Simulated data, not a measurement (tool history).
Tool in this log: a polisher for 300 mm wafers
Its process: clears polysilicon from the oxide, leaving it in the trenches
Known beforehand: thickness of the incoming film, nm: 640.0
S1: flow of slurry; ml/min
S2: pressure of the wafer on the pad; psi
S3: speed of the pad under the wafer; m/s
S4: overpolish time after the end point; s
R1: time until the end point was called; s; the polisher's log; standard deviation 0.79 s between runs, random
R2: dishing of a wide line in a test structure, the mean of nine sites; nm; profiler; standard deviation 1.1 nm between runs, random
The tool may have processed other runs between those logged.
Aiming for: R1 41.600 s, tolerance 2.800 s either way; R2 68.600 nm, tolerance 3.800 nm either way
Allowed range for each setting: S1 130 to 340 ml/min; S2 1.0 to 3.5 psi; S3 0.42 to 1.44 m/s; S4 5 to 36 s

run,hour,S1,S2,S3,S4,R1,R2
1,0.0,220,2.2,0.92,18,70.656,64.847
2,8.8,220,2.4,0.94,17,62.719,62.077
3,12.3,250,2.4,0.94,17,61.778,64.160
4,19.0,250,2.4,0.94,10,60.190,53.005
5,21.1,250,2.4,0.94,13,60.983,59.896
6,26.1,255,2.6,0.96,14,56.104,62.354
7,30.6,255,2.8,0.98,14,51.985,64.094
8,36.3,255,2.9,1.00,14,48.199,65.806
9,37.7,255,3.0,1.00,14,48.058,65.300

Which single option among these 4 for the next run brings every result within its allowed miss of target? Just one does.
A,39.1,230,3.4,1.02,16,?,?
B,39.1,255,2.9,1.16,10,?,?
C,39.1,200,3.2,1.08,10,?,?
D,39.1,270,3.5,1.18,7,?,?

move,R1,R2
A,40.187,67.134
B,41.083,61.400
C,40.814,61.509
D,33.459,58.637
A: every result within its allowed miss
B: brings the result that was furthest off to its target, and leaves another outside
C: brings the result that was furthest off to its target, and leaves another outside
D: takes the result that was furthest off past its target
The right move is A.

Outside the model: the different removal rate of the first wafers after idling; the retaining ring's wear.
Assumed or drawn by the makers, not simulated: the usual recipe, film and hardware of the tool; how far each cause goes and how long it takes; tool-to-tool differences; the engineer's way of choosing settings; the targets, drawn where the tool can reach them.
